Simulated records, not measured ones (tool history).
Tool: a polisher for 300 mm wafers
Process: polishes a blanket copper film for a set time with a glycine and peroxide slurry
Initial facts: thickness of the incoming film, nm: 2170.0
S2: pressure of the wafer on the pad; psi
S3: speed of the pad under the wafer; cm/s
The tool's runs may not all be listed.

Run 1, hour 0: flow of slurry (ml/min) 295, S2 1.8 psi, S3 116 cm/s, polishing time (s) 49. Result: film removed (angstrom) 2461.5.
Run 2, hour 2.7: flow of slurry (ml/min) 350, S2 1.8 psi, S3 116 cm/s, polishing time (s) 49. Result: film removed (angstrom) 2433.1.
Run 3, hour 9: flow of slurry (ml/min) 350, S2 1.9 psi, S3 116 cm/s, polishing time (s) 49. Result: film removed (angstrom) 2514.6.
Run 4, hour 12.2: flow of slurry (ml/min) 410, S2 1.9 psi, S3 116 cm/s, polishing time (s) 49. Result: film removed (angstrom) 2582.1.
Run 5, hour 16.3: flow of slurry (ml/min) 410, S2 2 psi, S3 116 cm/s, polishing time (s) 49. Result: film removed (angstrom) 2650.2.
Run 6, hour 22.7: flow of slurry (ml/min) 410, S2 2.1 psi, S3 116 cm/s, polishing time (s) 49. Result: film removed (angstrom) 2752.8.

What will run 7 give?
Run 7, hour 27: flow of slurry (ml/min) 410, S2 2.2 psi, S3 116 cm/s, polishing time (s) 49. Result: film removed (angstrom) ?.

{"run 7": {"film removed (angstrom)": 2808.6}}

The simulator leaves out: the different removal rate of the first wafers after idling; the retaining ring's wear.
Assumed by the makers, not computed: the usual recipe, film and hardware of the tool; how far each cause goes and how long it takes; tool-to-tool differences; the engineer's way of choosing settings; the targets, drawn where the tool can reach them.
